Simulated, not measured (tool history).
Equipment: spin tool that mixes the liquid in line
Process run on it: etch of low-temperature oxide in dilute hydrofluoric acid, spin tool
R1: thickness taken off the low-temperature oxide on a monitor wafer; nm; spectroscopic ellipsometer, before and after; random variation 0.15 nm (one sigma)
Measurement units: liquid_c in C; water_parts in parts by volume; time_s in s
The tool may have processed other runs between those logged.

{"run": 1, "hour": 0.0, "liquid_c": 24.0, "water_parts": 85, "time_s": 60, "R1": 19.166}
{"run": 2, "hour": 5.6, "liquid_c": 26.0, "water_parts": 75, "time_s": 60, "R1": 23.973}
{"run": 3, "hour": 8.5, "liquid_c": 27.5, "water_parts": 70, "time_s": 60, "R1": 27.431}
{"run": 4, "hour": 16.7, "liquid_c": 25.5, "water_parts": 70, "time_s": 60, "R1": 25.202}
{"run": 5, "hour": 24.1, "liquid_c": 27.5, "water_parts": 70, "time_s": 60, "R1": 27.313}
{"run": 6, "hour": 25.3, "liquid_c": 28.5, "water_parts": 65, "time_s": 60, "R1": 30.965}
{"run": 7, "hour": 31.0, "liquid_c": 29.5, "water_parts": 60, "time_s": 60, "R1": 35.064}

The next listed run, before its measurement:
{"run": 8, "hour": 34.2, "liquid_c": 30.0, "water_parts": 60, "time_s": 60, "R1": "?"}

R1: 35.484 nm

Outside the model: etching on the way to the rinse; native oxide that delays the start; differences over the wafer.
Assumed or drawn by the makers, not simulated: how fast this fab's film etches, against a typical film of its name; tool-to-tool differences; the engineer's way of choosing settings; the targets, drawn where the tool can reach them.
